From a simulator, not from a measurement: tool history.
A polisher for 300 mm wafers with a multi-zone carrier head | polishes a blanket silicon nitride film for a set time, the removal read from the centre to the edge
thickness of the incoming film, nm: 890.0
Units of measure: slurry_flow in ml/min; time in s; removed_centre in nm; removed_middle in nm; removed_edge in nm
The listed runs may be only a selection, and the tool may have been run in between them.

run	hour	slurry_flow	centre_zone	middle_zone	edge_zone	time	removed_centre	removed_middle	removed_edge
1	0	275	1	1	1	78	152.33	139.36	140.86
2	6.4	265	0.96	0.96	0.99	77	148.63	133.34	138.86
3	9.8	265	0.96	1.01	0.99	77	147.99	141.45	136.93
4	11.8	265	0.96	1.01	1.07	77	146.59	139.95	142.81
5	12.3	260	0.93	0.98	1.08	74	133.01	132.09	137.26
6	18.5	255	0.92	0.95	1.07	73	131.39	127.96	135.78
7	20.2	250	0.91	0.92	1.07	72	126.99	121.79	131.73

Estimate the outcome of run 8 from the log above:
8	26.9	245	0.9	0.9	1.07	72	?	?	?

Logged for run 8: removed_centre 126.59 nm, removed_middle 118.68 nm, removed_edge 131.78 nm.
